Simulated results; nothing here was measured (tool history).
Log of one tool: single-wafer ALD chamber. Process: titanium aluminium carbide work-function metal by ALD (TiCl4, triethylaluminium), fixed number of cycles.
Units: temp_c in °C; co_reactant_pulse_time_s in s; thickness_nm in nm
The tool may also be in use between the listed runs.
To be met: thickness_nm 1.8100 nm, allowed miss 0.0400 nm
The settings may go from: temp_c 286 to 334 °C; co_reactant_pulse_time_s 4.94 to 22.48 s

run	hour	temp_c	co_reactant_pulse_time_s	thickness_nm
1	0.0	310	13.71	2.0646
2	1.6	305	11.96	2.0294
3	4.2	301	10.39	1.9728
4	10.0	298	9.17	1.9271
5	11.6	298	7.43	1.8697
6	17.2	308	7.43	1.9326
7	22.3	305	6.87	1.8864
8	29.8	305	6.87	1.8809
9	31.1	304	6.44	1.8479

Which of these 4 next moves meets every target?
A	32.4	303	4.94	?
B	32.4	301	8.34	?
C	32.4	300	8.02	?
D	32.4	291	7.65	?

move	thickness_nm
A	1.7257
B	1.9185
C	1.9001
D	1.8213
A: takes the result that was furthest off past its target
B: further off than the last run
C: further off than the last run
D: meets every target
Move D is the one to make.
